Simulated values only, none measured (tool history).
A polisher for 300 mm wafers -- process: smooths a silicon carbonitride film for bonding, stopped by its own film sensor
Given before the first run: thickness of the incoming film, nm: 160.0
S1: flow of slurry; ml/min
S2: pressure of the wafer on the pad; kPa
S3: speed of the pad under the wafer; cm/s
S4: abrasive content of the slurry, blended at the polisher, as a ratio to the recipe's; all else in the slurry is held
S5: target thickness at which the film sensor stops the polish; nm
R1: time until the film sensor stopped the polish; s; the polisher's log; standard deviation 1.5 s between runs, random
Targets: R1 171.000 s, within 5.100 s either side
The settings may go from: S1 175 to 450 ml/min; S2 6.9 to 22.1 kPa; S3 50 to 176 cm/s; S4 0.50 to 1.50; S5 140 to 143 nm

run 1 hour=0.0 | S1=290 S2=14.5 S3=112 S4=1.00 S5=140 | R1=55.119
run 2 hour=6.1 | S1=285 S2=13.1 S3=102 S4=0.95 S5=140 | R1=66.151
run 3 hour=12.2 | S1=280 S2=12.4 S3=94 S4=0.90 S5=140 | R1=78.764
run 4 hour=15.3 | S1=280 S2=12.4 S3=94 S4=0.90 S5=140 | R1=77.884
run 5 hour=15.9 | S1=280 S2=11.7 S3=88 S4=0.90 S5=140 | R1=88.110
run 6 hour=23.8 | S1=280 S2=11.7 S3=88 S4=0.95 S5=140 | R1=84.168
run 7 hour=26.0 | S1=280 S2=11.0 S3=82 S4=0.95 S5=140 | R1=92.731
run 8 hour=29.6 | S1=280 S2=10.3 S3=76 S4=0.95 S5=140 | R1=107.010
run 9 hour=34.9 | S1=280 S2=9.7 S3=72 S4=0.95 S5=140 | R1=118.720
run 10 hour=43.1 | S1=280 S2=9.0 S3=70 S4=0.95 S5=140 | R1=129.340
run 11 hour=46.7 | S1=280 S2=9.0 S3=68 S4=0.95 S5=140 | R1=134.250
run 12 hour=54.4 | S1=280 S2=7.6 S3=66 S4=0.95 S5=140 | R1=161.180

5 candidate next runs follow, results not yet known. Just one meets every target within its allowed miss. Identify it.
run A hour=62.1 | S1=290 S2=8.3 S3=50 S4=1.20 S5=140 | R1=?
run B hour=62.1 | S1=290 S2=8.3 S3=52 S4=0.95 S5=142 | R1=?
run C hour=62.1 | S1=260 S2=9.7 S3=50 S4=1.00 S5=140 | R1=?
run D hour=62.1 | S1=310 S2=7.6 S3=62 S4=0.80 S5=141 | R1=?
run E hour=62.1 | S1=280 S2=7.6 S3=50 S4=1.25 S5=140 | R1=?

move=A R1=156.240
move=B R1=156.830
move=C R1=151.820
move=D R1=177.060
move=E R1=166.750
A: further off than the last run
B: further off than the last run
C: further off than the last run
D: the result that was furthest off in the last run now lies on the other side of its target
E: meets every target
E meets every target.
